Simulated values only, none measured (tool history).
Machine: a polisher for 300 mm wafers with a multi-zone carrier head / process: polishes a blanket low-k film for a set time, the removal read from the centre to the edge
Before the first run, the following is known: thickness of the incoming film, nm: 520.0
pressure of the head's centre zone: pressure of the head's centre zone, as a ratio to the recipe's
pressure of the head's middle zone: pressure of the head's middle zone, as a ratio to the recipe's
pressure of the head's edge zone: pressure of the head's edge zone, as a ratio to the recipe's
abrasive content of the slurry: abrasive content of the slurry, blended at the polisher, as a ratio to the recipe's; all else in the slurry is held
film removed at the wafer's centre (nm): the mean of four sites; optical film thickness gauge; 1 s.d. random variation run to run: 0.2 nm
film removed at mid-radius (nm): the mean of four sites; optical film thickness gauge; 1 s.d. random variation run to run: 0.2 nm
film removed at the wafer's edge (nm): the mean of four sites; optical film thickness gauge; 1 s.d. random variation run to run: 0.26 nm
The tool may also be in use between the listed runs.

run	day	flow of slurry (ml/min)	pressure of the head's centre zone	pressure of the head's middle zone	pressure of the head's edge zone	abrasive content of the slurry	polishing time (s)	film removed at the wafer's centre (nm)	film removed at mid-radius (nm)	film removed at the wafer's edge (nm)
1	0.000	215	1.00	1.00	1.00	1.00	33	11.884	11.792	11.671
2	0.296	215	0.97	1.02	1.04	1.15	35	12.901	13.816	13.418
3	0.525	215	1.04	1.02	1.04	1.15	35	13.706	14.052	13.321
4	0.650	215	1.01	1.02	1.07	1.25	36	14.264	14.775	14.642
5	0.958	220	0.99	1.04	1.09	1.30	37	14.908	15.263	15.588
6	1.017	220	0.99	1.04	1.09	1.30	44	17.387	18.727	18.411

The next listed run, before its measurement:
7	1.167	215	0.97	1.06	1.10	1.30	44	?	?	?

{"run 7": {"film removed at the wafer's centre (nm)": 17.731, "film removed at mid-radius (nm)": 18.542, "film removed at the wafer's edge (nm)": 18.647}}

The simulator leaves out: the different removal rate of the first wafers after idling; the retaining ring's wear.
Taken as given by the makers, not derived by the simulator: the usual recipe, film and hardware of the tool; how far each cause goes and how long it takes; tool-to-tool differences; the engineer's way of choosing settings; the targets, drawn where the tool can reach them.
